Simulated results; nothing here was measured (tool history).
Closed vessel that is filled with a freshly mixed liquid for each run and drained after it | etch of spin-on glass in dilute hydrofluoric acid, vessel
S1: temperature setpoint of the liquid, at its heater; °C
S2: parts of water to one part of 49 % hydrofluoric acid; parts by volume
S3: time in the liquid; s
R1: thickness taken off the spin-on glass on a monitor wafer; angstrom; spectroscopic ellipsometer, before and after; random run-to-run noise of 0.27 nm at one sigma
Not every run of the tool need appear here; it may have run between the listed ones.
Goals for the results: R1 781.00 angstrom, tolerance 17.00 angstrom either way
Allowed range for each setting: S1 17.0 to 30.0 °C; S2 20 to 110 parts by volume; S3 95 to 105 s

run,hour,S1,S2,S3,R1
1,0.0,22.0,60,95,618.59
2,0.8,22.0,70,95,522.12
3,5.9,18.5,70,95,450.44
4,9.0,21.5,70,95,507.58
5,13.6,21.5,70,105,568.08
6,15.5,21.5,70,95,508.76
7,19.2,25.5,65,95,650.95
8,23.1,26.5,65,95,676.72
9,28.2,26.5,65,95,676.12

Of the 4 settings listed for the next run, only one would bring every result within its allowed miss of target. Which one?
A,33.3,28.5,60,100,?
B,33.3,26.5,70,95,?
C,33.3,26.0,60,95,?
D,33.3,26.5,60,100,?

move,R1
A,842.65
B,625.14
C,724.78
D,778.37
A: the result that was furthest off in the last run now lies on the other side of its target
B: lands further from the targets than the last run did
C: nearer the targets than the last run, but a result is still out of spec
D: hits every target within its allowed miss
D meets every target.
